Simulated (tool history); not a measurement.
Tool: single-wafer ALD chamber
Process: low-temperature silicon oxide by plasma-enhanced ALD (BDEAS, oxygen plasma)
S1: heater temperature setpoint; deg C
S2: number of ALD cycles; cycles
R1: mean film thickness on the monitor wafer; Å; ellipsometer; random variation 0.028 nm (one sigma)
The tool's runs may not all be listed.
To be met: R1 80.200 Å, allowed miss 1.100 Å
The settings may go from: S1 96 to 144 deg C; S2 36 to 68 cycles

run    day   S1  S2      R1
  1  0.000  120  52  69.318
  2  0.188  118  53  70.338
  3  0.283  118  56  74.769
  4  0.529  117  57  76.477
  5  0.617  116  57  76.109
  6  0.733  108  57  78.300
  7  1.079  108  57  77.689
  8  1.108  107  57  78.010
  9  1.483  106  57  77.891
 10  1.562  105  57  78.664

4 next moves are on the table. One of them brings every result within its allowed miss. Which?
  A  1.642  101  56   ?
  B  1.642  113  59   ?
  C  1.642  103  56   ?
  D  1.642  104  57   ?

move      R1
   A  77.940
   B  80.109
   C  77.623
   D  78.847
A: further off than the last run
B: meets every target
C: further off than the last run
D: nearer than the last run, and not there yet
Move B is the one to make.
